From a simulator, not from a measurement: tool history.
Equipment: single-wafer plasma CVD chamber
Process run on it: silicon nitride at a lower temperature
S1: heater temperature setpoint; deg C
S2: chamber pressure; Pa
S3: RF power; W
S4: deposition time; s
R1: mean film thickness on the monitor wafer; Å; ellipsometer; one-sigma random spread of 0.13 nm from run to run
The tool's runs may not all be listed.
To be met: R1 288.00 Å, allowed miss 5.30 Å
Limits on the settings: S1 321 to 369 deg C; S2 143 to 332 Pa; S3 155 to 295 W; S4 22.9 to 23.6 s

run	hour	S1	S2	S3	S4	R1
1	0.0	345	237	225	22.9	237.82
2	5.7	345	237	235	22.9	243.92
3	14.5	345	252	240	22.9	250.23
4	16.1	345	261	245	22.9	256.05
5	23.5	345	271	250	22.9	261.74
6	27.9	337	271	250	22.9	261.64
7	30.6	337	279	255	22.9	267.77
8	35.9	337	285	260	22.9	272.28

Which single option among these 5 for the next run brings every result within its allowed miss of target? Just one does.
A	41.2	337	289	265	23.0	?
B	41.2	345	285	275	23.6	?
C	41.2	321	292	295	23.5	?
D	41.2	340	291	255	23.0	?
E	41.2	332	316	245	23.4	?

move	R1
A	277.43
B	289.64
C	305.85
D	270.64
E	274.27
A: gains on the last run, yet a result remains outside its allowed miss
B: meets every target
C: takes the result that was furthest off past its target
D: its largest miss is bigger than the last run's
E: gains on the last run, yet a result remains outside its allowed miss
Answer: B
